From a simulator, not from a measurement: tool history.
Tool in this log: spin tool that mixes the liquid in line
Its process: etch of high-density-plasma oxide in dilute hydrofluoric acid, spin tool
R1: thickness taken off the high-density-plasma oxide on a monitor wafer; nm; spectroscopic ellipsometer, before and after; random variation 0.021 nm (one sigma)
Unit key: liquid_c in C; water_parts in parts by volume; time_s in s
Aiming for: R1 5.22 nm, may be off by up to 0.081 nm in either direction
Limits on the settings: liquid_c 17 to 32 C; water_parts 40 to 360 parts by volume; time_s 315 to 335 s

run 1 hour=0 | liquid_c=24 water_parts=200 time_s=315 | R1=10.268
run 2 hour=5.9 | liquid_c=24 water_parts=200 time_s=315 | R1=10.308
run 3 hour=11.7 | liquid_c=24 water_parts=225 time_s=315 | R1=8.9272
run 4 hour=16.9 | liquid_c=23 water_parts=230 time_s=315 | R1=8.3431
run 5 hour=25.7 | liquid_c=22 water_parts=235 time_s=315 | R1=7.8763
run 6 hour=27.9 | liquid_c=22 water_parts=235 time_s=335 | R1=8.3193
run 7 hour=36.2 | liquid_c=21.5 water_parts=240 time_s=335 | R1=7.9817
run 8 hour=42 | liquid_c=21 water_parts=245 time_s=335 | R1=7.6395
run 9 hour=43 | liquid_c=20.5 water_parts=250 time_s=335 | R1=7.3337
run 10 hour=50.1 | liquid_c=20 water_parts=255 time_s=335 | R1=6.9684
run 11 hour=53.8 | liquid_c=19.5 water_parts=260 time_s=335 | R1=6.6601
run 12 hour=58.2 | liquid_c=19 water_parts=265 time_s=335 | R1=6.3703

5 candidate next runs follow, results not yet known. Just one meets every target within its allowed miss. Identify it.
run A hour=62.6 | liquid_c=17 water_parts=285 time_s=330 | R1=?
run B hour=62.6 | liquid_c=20.5 water_parts=310 time_s=325 | R1=?
run C hour=62.6 | liquid_c=17 water_parts=280 time_s=315 | R1=?
run D hour=62.6 | liquid_c=19 water_parts=315 time_s=325 | R1=?
run E hour=62.6 | liquid_c=19.5 water_parts=295 time_s=315 | R1=?

move=A R1=5.3711
move=B R1=5.4187
move=C R1=5.2406
move=D R1=5.0273
move=E R1=5.393
A: closes in on the targets versus the last run, not all within tolerance yet
B: closes in on the targets versus the last run, not all within tolerance yet
C: in spec on every target
D: takes the result that was furthest off past its target
E: closes in on the targets versus the last run, not all within tolerance yet
C is the move that brings every result within its allowed miss.
